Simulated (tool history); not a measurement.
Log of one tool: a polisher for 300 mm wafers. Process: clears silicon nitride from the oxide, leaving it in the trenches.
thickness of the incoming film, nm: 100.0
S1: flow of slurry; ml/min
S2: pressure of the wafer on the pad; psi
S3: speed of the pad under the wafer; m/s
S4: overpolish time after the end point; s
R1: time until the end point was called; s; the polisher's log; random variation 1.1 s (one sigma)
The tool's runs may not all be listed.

run 1 hour=0 | S1=210 S2=2.3 S3=1.08 S4=14 | R1=118.17
run 2 hour=7.8 | S1=210 S2=2.5 S3=1.1 S4=14 | R1=112.85
run 3 hour=10.8 | S1=210 S2=2.7 S3=1.14 S4=14 | R1=102.77
run 4 hour=13.6 | S1=240 S2=2.7 S3=1.14 S4=14 | R1=101.88
run 5 hour=17.4 | S1=240 S2=3.2 S3=1.14 S4=14 | R1=89.528
run 6 hour=18.1 | S1=240 S2=3.2 S3=1.14 S4=14 | R1=89.282
run 7 hour=26 | S1=240 S2=3.3 S3=1.18 S4=14 | R1=84.935

The next listed run, before its measurement:
run 8 hour=32.3 | S1=240 S2=3.4 S3=1.2 S4=14 | R1=?

Run 8 gave R1 80.435 s.

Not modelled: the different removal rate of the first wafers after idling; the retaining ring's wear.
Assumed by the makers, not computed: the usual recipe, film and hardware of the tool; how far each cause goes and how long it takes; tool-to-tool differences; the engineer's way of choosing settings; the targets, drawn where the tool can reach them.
